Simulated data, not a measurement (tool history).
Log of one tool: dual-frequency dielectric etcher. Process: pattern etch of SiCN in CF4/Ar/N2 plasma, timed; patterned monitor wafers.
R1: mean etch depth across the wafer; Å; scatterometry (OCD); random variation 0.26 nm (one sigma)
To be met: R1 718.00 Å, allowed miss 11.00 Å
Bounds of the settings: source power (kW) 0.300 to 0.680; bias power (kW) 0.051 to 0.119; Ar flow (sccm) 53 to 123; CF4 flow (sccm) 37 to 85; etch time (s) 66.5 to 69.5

run 1 hour=0.0 | source_power_(kW)=0.490 bias_power_(kW)=0.085 Ar_flow_(sccm)=88 CF4_flow_(sccm)=61 etch_time_(s)=66.5 | R1=615.97
run 2 hour=5.9 | source_power_(kW)=0.500 bias_power_(kW)=0.085 Ar_flow_(sccm)=88 CF4_flow_(sccm)=61 etch_time_(s)=66.5 | R1=619.13
run 3 hour=11.7 | source_power_(kW)=0.510 bias_power_(kW)=0.085 Ar_flow_(sccm)=88 CF4_flow_(sccm)=61 etch_time_(s)=66.5 | R1=625.83
run 4 hour=13.7 | source_power_(kW)=0.520 bias_power_(kW)=0.085 Ar_flow_(sccm)=88 CF4_flow_(sccm)=61 etch_time_(s)=66.5 | R1=629.49
run 5 hour=21.8 | source_power_(kW)=0.520 bias_power_(kW)=0.098 Ar_flow_(sccm)=88 CF4_flow_(sccm)=61 etch_time_(s)=66.5 | R1=672.87
run 6 hour=24.8 | source_power_(kW)=0.520 bias_power_(kW)=0.105 Ar_flow_(sccm)=88 CF4_flow_(sccm)=61 etch_time_(s)=66.5 | R1=690.71
run 7 hour=33.3 | source_power_(kW)=0.530 bias_power_(kW)=0.105 Ar_flow_(sccm)=88 CF4_flow_(sccm)=61 etch_time_(s)=66.5 | R1=698.19
run 8 hour=35.9 | source_power_(kW)=0.540 bias_power_(kW)=0.105 Ar_flow_(sccm)=88 CF4_flow_(sccm)=61 etch_time_(s)=66.5 | R1=701.19

4 next moves are on the table. One of them brings every result within its allowed miss. Which?
run A hour=38.5 | source_power_(kW)=0.530 bias_power_(kW)=0.101 Ar_flow_(sccm)=88 CF4_flow_(sccm)=67 etch_time_(s)=68.5 | R1=?
run B hour=38.5 | source_power_(kW)=0.540 bias_power_(kW)=0.095 Ar_flow_(sccm)=86 CF4_flow_(sccm)=58 etch_time_(s)=67.0 | R1=?
run C hour=38.5 | source_power_(kW)=0.540 bias_power_(kW)=0.090 Ar_flow_(sccm)=86 CF4_flow_(sccm)=63 etch_time_(s)=66.5 | R1=?
run D hour=38.5 | source_power_(kW)=0.510 bias_power_(kW)=0.108 Ar_flow_(sccm)=76 CF4_flow_(sccm)=65 etch_time_(s)=69.0 | R1=?

move=A R1=711.58
move=B R1=677.79
move=C R1=666.58
move=D R1=731.47
A: meets every target
B: further off than the last run
C: further off than the last run
D: takes the result that was furthest off past its target
The right move is A.
